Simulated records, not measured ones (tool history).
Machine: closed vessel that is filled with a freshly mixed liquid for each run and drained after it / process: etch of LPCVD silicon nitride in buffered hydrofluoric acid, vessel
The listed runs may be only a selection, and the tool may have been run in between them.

run,hour,temperature setpoint of the liquid (C),parts of 40 % ammonium fluoride to one part of 49 % hydrofluoric acid (parts by volume),time in the liquid (s),thickness taken off the LPCVD silicon nitride on a monitor wafer (nm)
1,0,21,13.5,3110,28.387
2,8.1,23,12.5,3115,34.659
3,16.4,23,12.5,3110,34.276
4,18.8,23,11,3110,38.747
5,27.6,23,9.5,3110,44.027
6,31.5,24,9.5,3110,46.342
7,36,25,9.5,3110,49.28

Predict the results of run 8:
8,43.7,25.5,9.5,3110,?

thickness taken off the LPCVD silicon nitride on a monitor wafer (nm): 50.68

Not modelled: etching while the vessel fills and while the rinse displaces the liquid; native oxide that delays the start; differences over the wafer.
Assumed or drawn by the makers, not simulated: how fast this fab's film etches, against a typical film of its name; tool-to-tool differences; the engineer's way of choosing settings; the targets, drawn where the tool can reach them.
